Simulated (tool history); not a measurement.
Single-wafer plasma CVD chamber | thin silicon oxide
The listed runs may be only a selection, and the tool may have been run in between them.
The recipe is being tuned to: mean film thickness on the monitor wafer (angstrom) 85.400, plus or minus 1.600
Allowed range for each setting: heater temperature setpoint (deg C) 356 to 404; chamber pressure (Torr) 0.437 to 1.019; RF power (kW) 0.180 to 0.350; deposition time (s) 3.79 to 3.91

| run | day | heater temperature setpoint (deg C) | chamber pressure (Torr) | RF power (kW) | deposition time (s) | mean film thickness on the monitor wafer (angstrom) |
|---|---|---|---|---|---|---|
| 1 | 0.000 | 380 | 0.728 | 0.265 | 3.79 | 66.185 |
| 2 | 0.358 | 380 | 0.634 | 0.265 | 3.79 | 57.799 |
| 3 | 0.438 | 380 | 0.670 | 0.265 | 3.79 | 61.022 |
| 4 | 0.562 | 380 | 0.670 | 0.265 | 3.91 | 63.190 |
| 5 | 0.675 | 380 | 0.670 | 0.240 | 3.91 | 60.913 |
| 6 | 1.021 | 380 | 0.702 | 0.240 | 3.91 | 63.563 |
| 7 | 1.362 | 380 | 0.730 | 0.240 | 3.91 | 65.803 |
| 8 | 1.500 | 380 | 0.756 | 0.240 | 3.91 | 68.519 |
| 9 | 1.638 | 380 | 0.777 | 0.240 | 3.91 | 69.891 |
| 10 | 1.908 | 380 | 0.798 | 0.240 | 3.91 | 71.706 |
| 11 | 2.029 | 380 | 0.816 | 0.240 | 3.91 | 73.437 |
| 12 | 2.200 | 380 | 0.832 | 0.240 | 3.91 | 74.675 |
| 13 | 2.454 | 380 | 0.846 | 0.240 | 3.91 | 75.206 |
| 14 | 2.492 | 380 | 0.846 | 0.240 | 3.91 | 75.386 |
| 15 | 2.767 | 380 | 0.860 | 0.240 | 3.91 | 76.674 |
| 16 | 2.929 | 380 | 0.872 | 0.240 | 3.91 | 77.056 |
| 17 | 3.229 | 380 | 0.884 | 0.240 | 3.91 | 78.488 |
| 18 | 3.517 | 380 | 0.894 | 0.240 | 3.91 | 79.221 |
| 19 | 3.771 | 380 | 0.903 | 0.240 | 3.91 | 79.709 |
| 20 | 4.029 | 380 | 0.911 | 0.240 | 3.91 | 80.233 |
| 21 | 4.267 | 380 | 0.919 | 0.240 | 3.91 | 80.946 |
| 22 | 4.512 | 380 | 0.926 | 0.240 | 3.91 | 81.281 |
| 23 | 4.600 | 380 | 0.932 | 0.240 | 3.91 | 81.896 |
| 24 | 4.917 | 380 | 0.937 | 0.240 | 3.91 | 81.774 |
| 25 | 5.050 | 380 | 0.943 | 0.240 | 3.91 | 82.288 |
| 26 | 5.083 | 380 | 0.948 | 0.240 | 3.91 | 82.828 |
| 27 | 5.133 | 380 | 0.952 | 0.240 | 3.91 | 82.828 |
| 28 | 5.354 | 380 | 0.956 | 0.240 | 3.91 | 83.088 |

Pick the move, out of 5, that brings all results within their allowed miss; only one does.
| A | 5.575 | 389 | 0.916 | 0.280 | 3.91 | ? |
| B | 5.575 | 384 | 0.924 | 0.265 | 3.79 | ? |
| C | 5.575 | 390 | 1.019 | 0.210 | 3.91 | ? |
| D | 5.575 | 377 | 0.957 | 0.245 | 3.79 | ? |
| E | 5.575 | 383 | 0.968 | 0.235 | 3.79 | ? |

| move | mean film thickness on the monitor wafer (angstrom) |
|---|---|
| A | 84.532 |
| B | 81.129 |
| C | 82.249 |
| D | 81.446 |
| E | 80.574 |
A: every result lands within tolerance
B: misses by more than the last run did
C: misses by more than the last run did
D: misses by more than the last run did
E: misses by more than the last run did
A is the move that brings every result within its allowed miss.
